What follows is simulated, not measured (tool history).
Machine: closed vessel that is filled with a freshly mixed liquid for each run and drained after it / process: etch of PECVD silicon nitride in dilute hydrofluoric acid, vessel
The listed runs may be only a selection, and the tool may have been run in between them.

run,hour,temperature setpoint of the liquid (°C),parts of water to one part of 49 % hydrofluoric acid (parts by volume),time in the liquid (s),thickness taken off the PECVD silicon nitride on a monitor wafer (angstrom)
1,0.0,25.0,120,1350,775.55
2,8.8,25.0,145,1350,644.05
3,14.5,25.0,145,1450,687.78
4,21.7,25.0,145,1450,690.87
5,25.9,27.0,130,1450,876.12
6,29.1,27.0,165,1450,686.77
7,30.2,28.5,140,1450,887.26
8,34.7,29.5,120,1450,1111.40
9,35.5,30.5,110,1450,1284.60
10,44.2,31.0,100,1450,1452.80
11,50.7,31.5,95,1450,1585.20

Run 12, settings as shown, results not yet in. Your forecast:
12,58.0,32.0,90,1450,?

{"run 12": {"thickness taken off the PECVD silicon nitride on a monitor wafer (angstrom)": 1733.9}}
